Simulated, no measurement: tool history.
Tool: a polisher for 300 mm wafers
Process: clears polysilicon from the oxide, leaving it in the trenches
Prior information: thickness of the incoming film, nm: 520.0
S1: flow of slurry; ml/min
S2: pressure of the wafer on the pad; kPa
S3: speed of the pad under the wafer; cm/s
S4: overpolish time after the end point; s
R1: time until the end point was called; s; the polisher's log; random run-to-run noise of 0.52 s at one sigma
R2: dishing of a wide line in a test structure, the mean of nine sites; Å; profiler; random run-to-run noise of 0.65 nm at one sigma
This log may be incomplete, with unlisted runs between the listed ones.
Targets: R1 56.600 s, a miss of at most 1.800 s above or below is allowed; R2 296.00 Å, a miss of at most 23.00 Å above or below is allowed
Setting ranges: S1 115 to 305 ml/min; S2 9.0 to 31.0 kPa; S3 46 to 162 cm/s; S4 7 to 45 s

run    day   S1    S2   S3  S4      R1      R2
  1  0.000  195  20.0  104  23  36.083  310.76
  2  0.088  190  17.9  104  23  39.438  308.12
  3  0.300  190  22.8  104  23  32.390  290.31
  4  0.642  170  20.7   98  23  37.894  292.06
  5  0.883  155  18.6   96  23  42.963  287.07
  6  1.142  155  17.2   96  23  46.483  306.82
  7  1.229  145  17.2   94  23  46.843  307.24
  8  1.354  135  17.2   90  23  49.761  291.70
  9  1.646  130  16.5   90  23  51.480  298.21
 10  1.958  125  16.5   90  23  52.128  306.04
 11  2.138  130  16.5   88  23  52.786  305.17
 12  2.392  125  16.5   86  23  54.895  279.61

Of the 5 settings listed for the next run, only one would bring every result within its allowed miss of target. Which one?
  A  2.646  115  17.9   76  38   ?   ?
  B  2.646  115  11.7  112  32   ?   ?
  C  2.646  170  16.5   82  23   ?   ?
  D  2.646  170  18.6   72  13   ?   ?
  E  2.646  120  21.4   66  29   ?   ?

move      R1      R2
   A  55.339  282.62
   B  59.168  282.58
   C  51.462  282.41
   D  51.053  277.85
   E  51.760  282.59
A: every result lands within tolerance
B: takes the result that was furthest off past its target
C: its largest miss is bigger than the last run's
D: its largest miss is bigger than the last run's
E: its largest miss is bigger than the last run's
A meets every target.
